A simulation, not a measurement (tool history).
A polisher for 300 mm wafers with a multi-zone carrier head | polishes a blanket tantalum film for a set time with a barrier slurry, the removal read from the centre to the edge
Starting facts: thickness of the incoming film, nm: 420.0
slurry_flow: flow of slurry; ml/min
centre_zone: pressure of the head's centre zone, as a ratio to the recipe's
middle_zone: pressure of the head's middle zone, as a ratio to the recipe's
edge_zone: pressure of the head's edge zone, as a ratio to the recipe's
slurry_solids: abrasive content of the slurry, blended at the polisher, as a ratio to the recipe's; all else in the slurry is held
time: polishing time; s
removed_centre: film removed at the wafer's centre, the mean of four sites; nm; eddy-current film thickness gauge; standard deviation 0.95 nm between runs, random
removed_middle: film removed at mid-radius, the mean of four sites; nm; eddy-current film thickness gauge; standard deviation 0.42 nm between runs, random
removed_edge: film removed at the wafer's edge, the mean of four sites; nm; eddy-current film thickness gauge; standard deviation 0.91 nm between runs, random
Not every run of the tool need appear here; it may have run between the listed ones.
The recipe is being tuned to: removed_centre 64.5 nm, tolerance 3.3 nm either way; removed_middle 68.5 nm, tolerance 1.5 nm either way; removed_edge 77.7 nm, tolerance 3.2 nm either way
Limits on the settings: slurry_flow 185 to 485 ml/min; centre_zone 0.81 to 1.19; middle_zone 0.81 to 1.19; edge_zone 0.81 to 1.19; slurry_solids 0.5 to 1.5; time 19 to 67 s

{"run": 1, "hour": 0.0, "slurry_flow": 310, "centre_zone": 1, "middle_zone": 1, "edge_zone": 1, "slurry_solids": 1, "time": 43, "removed_centre": 98.909, "removed_middle": 102.32, "removed_edge": 100.55}
{"run": 2, "hour": 7.0, "slurry_flow": 300, "centre_zone": 0.97, "middle_zone": 0.97, "edge_zone": 0.99, "slurry_solids": 0.9, "time": 42, "removed_centre": 92.098, "removed_middle": 95.206, "removed_edge": 92.982}
{"run": 3, "hour": 9.1, "slurry_flow": 295, "centre_zone": 0.94, "middle_zone": 0.94, "edge_zone": 1.03, "slurry_solids": 0.85, "time": 41, "removed_centre": 85.394, "removed_middle": 88.454, "removed_edge": 92.454}
{"run": 4, "hour": 17.5, "slurry_flow": 290, "centre_zone": 0.91, "middle_zone": 0.92, "edge_zone": 1.03, "slurry_solids": 0.8, "time": 41, "removed_centre": 78.778, "removed_middle": 85.392, "removed_edge": 88.997}
{"run": 5, "hour": 21.0, "slurry_flow": 290, "centre_zone": 0.91, "middle_zone": 0.92, "edge_zone": 1.03, "slurry_solids": 0.7, "time": 41, "removed_centre": 76.076, "removed_middle": 81.636, "removed_edge": 85.673}
{"run": 6, "hour": 27.7, "slurry_flow": 290, "centre_zone": 0.96, "middle_zone": 0.92, "edge_zone": 1.03, "slurry_solids": 0.7, "time": 41, "removed_centre": 80.276, "removed_middle": 80.973, "removed_edge": 85.371}
{"run": 7, "hour": 30.4, "slurry_flow": 285, "centre_zone": 0.94, "middle_zone": 0.9, "edge_zone": 1.03, "slurry_solids": 0.65, "time": 41, "removed_centre": 76.657, "removed_middle": 76.415, "removed_edge": 81.461}
{"hour": 35.9, "done": "slurry nozzle cleaned"}
{"run": 8, "hour": 35.9, "slurry_flow": 275, "centre_zone": 0.92, "middle_zone": 0.88, "edge_zone": 1.03, "slurry_solids": 0.65, "time": 41, "removed_centre": 76.451, "removed_middle": 75.933, "removed_edge": 82.621}
{"run": 9, "hour": 38.2, "slurry_flow": 270, "centre_zone": 0.82, "middle_zone": 0.84, "edge_zone": 1.05, "slurry_solids": 0.5, "time": 38, "removed_centre": 56.569, "removed_middle": 60.689, "removed_edge": 70.087}

Exercise: of the 4 proposed moves below, exactly one satisfies all targets within the stated allowed misses. Which move is it?
{"run": "A", "hour": 40.5, "slurry_flow": 300, "centre_zone": 0.83, "middle_zone": 0.9, "edge_zone": 1.05, "slurry_solids": 0.6, "time": 40, "removed_centre": "?", "removed_middle": "?", "removed_edge": "?"}
{"run": "B", "hour": 40.5, "slurry_flow": 210, "centre_zone": 1.02, "middle_zone": 1.08, "edge_zone": 0.81, "slurry_solids": 0.65, "time": 33, "removed_centre": "?", "removed_middle": "?", "removed_edge": "?"}
{"run": "C", "hour": 40.5, "slurry_flow": 260, "centre_zone": 0.98, "middle_zone": 0.81, "edge_zone": 1.02, "slurry_solids": 0.55, "time": 40, "removed_centre": "?", "removed_middle": "?", "removed_edge": "?"}
{"run": "D", "hour": 40.5, "slurry_flow": 280, "centre_zone": 0.84, "middle_zone": 0.84, "edge_zone": 1.05, "slurry_solids": 0.55, "time": 41, "removed_centre": "?", "removed_middle": "?", "removed_edge": "?"}

move=A removed_centre=67.07 removed_middle=75.093 removed_edge=80.944
move=B removed_centre=68.664 removed_middle=72.963 removed_edge=60.021
move=C removed_centre=75.358 removed_middle=65.572 removed_edge=76.3
move=D removed_centre=66.56 removed_middle=69.617 removed_edge=79.585
A: moves the result that the last run missed by most past its target, out the other side
B: moves the result that the last run missed by most past its target, out the other side
C: nearer the targets than the last run, but a result is still out of spec
D: all results in spec
The move that meets every target is D.
